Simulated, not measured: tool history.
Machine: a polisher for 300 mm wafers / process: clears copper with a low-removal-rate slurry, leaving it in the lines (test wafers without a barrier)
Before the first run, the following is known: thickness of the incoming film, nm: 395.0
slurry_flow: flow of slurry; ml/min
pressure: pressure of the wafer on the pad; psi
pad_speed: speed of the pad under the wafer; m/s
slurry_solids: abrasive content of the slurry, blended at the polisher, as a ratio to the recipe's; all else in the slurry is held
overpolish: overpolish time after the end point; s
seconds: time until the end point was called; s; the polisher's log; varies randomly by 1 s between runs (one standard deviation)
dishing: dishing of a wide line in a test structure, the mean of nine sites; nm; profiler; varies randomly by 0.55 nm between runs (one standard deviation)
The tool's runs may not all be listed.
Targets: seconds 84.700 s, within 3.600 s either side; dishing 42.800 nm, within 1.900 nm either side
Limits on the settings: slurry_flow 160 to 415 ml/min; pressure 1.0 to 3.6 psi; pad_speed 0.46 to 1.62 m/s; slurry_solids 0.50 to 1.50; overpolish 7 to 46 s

run  hour  slurry_flow  pressure  pad_speed  slurry_solids  overpolish  seconds  dishing
  1   0.0          265       2.3       1.04           1.00          24  158.650   37.346
  2   1.1          265       2.3       1.28           1.00          24  130.270   43.062
  3   7.8          300       2.3       1.28           1.00          24  131.300   44.027
  4  10.7          295       2.6       1.30           1.00          20  113.280   42.011
  5  17.4          295       2.8       1.30           1.00          20  104.010   45.290
  6  22.3          295       2.8       1.44           1.00          20   95.649   48.046
  7  31.0          295       2.9       1.44           1.00          18   95.000   46.095
  8  36.0          305       3.0       1.44           1.00          16   88.408   43.455

Which of these 4 next moves meets every target?
  A  41.0          375       3.1       1.44           1.00          17        ?        ?
  B  41.0          245       2.9       1.60           0.95          15        ?        ?
  C  41.0          320       3.1       1.44           1.00          18        ?        ?
  D  41.0          350       3.1       1.42           1.10          17        ?        ?

move  seconds  dishing
   A   82.545   47.263
   B   83.556   42.165
   C   83.579   48.939
   D   83.005   47.058
A: brings the last run's worst result on target, with another outside its allowed miss
B: in spec on every target
C: brings the last run's worst result on target, with another outside its allowed miss
D: brings the last run's worst result on target, with another outside its allowed miss
Answer: B
